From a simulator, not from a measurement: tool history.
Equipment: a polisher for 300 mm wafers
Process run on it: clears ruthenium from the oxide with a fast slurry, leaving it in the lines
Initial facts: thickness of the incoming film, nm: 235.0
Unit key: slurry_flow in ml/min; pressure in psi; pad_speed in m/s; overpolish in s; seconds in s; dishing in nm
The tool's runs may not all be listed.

run,hour,slurry_flow,pressure,pad_speed,slurry_solids,overpolish,seconds,dishing
1,0,190,2,1.14,1,28,57.54,67.608
2,5.9,190,1.9,1.14,1,25,60.132,58.645
3,7.1,190,1.9,1.14,1.15,25,55.308,61.243
4,11.1,190,1.7,1.14,1.15,24,64.337,56.74
5,11.8,190,1.6,1.12,1.15,22,67.678,50.912
6,15.6,190,1.6,1.4,1.15,22,55.158,58.623
7,22.8,190,1.5,1.36,1.15,20,59.244,52.527
8,31.4,190,1.4,1.34,1.15,19,64.822,46.174
9,32,190,1.3,1.34,1.15,19,69.239,44.675
10,37.6,190,1.2,1.34,1.15,19,74.75,41.577

Expected results for the next run?
11,43.3,185,1.1,1.34,1.15,18,?,?

For run 11 the tool returned seconds 81.854 s, dishing 37.308 nm.
